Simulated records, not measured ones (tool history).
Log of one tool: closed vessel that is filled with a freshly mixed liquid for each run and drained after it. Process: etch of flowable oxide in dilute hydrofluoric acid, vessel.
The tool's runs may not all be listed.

| run | hour | temperature setpoint of the liquid (°C) | parts of water to one part of 49 % hydrofluoric acid (parts by volume) | time in the liquid (s) | thickness taken off the flowable oxide on a monitor wafer (Å) |
|---|---|---|---|---|---|
| 1 | 0 | 20 | 120 | 30 | 68.575 |
| 2 | 6 | 20 | 120 | 30 | 68.114 |
| 3 | 10.1 | 22.5 | 100 | 30 | 91.781 |
| 4 | 11.5 | 24 | 85 | 30 | 117.57 |
| 5 | 19.1 | 24 | 110 | 30 | 88.241 |
| 6 | 28.1 | 24 | 90 | 30 | 111.18 |
| 7 | 36.3 | 25 | 85 | 30 | 122.56 |

The next listed run, before its measurement:
| 8 | 39.5 | 26 | 80 | 30 | ? |

{"run 8": {"thickness taken off the flowable oxide on a monitor wafer (Å)": 137.99}}
